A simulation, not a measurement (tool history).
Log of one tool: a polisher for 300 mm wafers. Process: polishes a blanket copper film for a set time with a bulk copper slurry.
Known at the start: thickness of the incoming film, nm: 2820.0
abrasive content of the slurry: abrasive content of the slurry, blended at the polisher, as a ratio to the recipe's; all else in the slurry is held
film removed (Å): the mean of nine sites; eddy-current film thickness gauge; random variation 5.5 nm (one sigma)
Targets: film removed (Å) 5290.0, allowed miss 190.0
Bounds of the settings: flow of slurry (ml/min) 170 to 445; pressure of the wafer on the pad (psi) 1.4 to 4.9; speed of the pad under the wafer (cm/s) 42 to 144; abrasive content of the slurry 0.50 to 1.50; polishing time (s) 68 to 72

run  hour  flow of slurry (ml/min)  pressure of the wafer on the pad (psi)  speed of the pad under the wafer (cm/s)  abrasive content of the slurry  polishing time (s)  film removed (Å)
  1   0.0                      285                                     3.1                                       92                            1.00                  68            6541.5
  2   5.0                      285                                     3.1                                       92                            0.85                  68            6283.7
  3   7.7                      340                                     3.1                                       92                            0.85                  68            6427.5
  4   8.7                      390                                     3.1                                       92                            0.85                  68            6777.6
  5  13.0                      365                                     2.9                                       92                            0.85                  68            6154.3
  6  20.7                      350                                     2.8                                       92                            0.85                  68            5973.3
  7  24.7                      350                                     2.4                                       92                            0.85                  68            5053.5
  8  33.4                      355                                     2.4                                       92                            0.85                  68            5012.2

Which of these 5 next moves meets every target?
  A  42.1                      355                                     2.4                                      104                            0.75                  72                 ?
  B  42.1                      285                                     2.5                                      108                            0.60                  72                 ?
  C  42.1                      360                                     2.4                                       90                            0.90                  70                 ?
  D  42.1                      355                                     2.3                                      108                            0.90                  70                 ?
  E  42.1                      360                                     3.0                                       70                            0.70                  69                 ?

move  film removed (Å)
   A            5935.5
   B            5924.7
   C            5216.1
   D            5966.8
   E            4752.5
A: takes the result that was furthest off past its target
B: takes the result that was furthest off past its target
C: meets every target
D: takes the result that was furthest off past its target
E: further off than the last run
Answer: C

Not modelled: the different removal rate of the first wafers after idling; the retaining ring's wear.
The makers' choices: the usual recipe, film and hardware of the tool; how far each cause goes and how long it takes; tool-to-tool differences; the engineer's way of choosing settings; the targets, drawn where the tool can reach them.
